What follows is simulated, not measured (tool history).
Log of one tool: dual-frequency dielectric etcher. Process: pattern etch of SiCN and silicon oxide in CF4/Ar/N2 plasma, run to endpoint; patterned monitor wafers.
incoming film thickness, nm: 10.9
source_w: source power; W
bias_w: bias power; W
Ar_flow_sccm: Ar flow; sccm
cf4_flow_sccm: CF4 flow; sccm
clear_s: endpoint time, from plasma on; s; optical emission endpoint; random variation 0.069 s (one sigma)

run  hour  source_w  bias_w  Ar_flow_sccm  cf4_flow_sccm  clear_s
  1   0.0       370      55           112             55   17.439
  2   7.8       370      49           112             55   17.780
  3  14.1       400      50           111             55   16.626
  4  16.6       400      50           111             61   16.427
  5  21.6       340      50           111             61   18.775
  6  28.2       380      51           110             61   16.988
  7  29.1       450      54           108             62   14.550

Run 8 comes next. What will it give?
  8  35.6       460      54           108             62        ?

clear_s: 14.256 s

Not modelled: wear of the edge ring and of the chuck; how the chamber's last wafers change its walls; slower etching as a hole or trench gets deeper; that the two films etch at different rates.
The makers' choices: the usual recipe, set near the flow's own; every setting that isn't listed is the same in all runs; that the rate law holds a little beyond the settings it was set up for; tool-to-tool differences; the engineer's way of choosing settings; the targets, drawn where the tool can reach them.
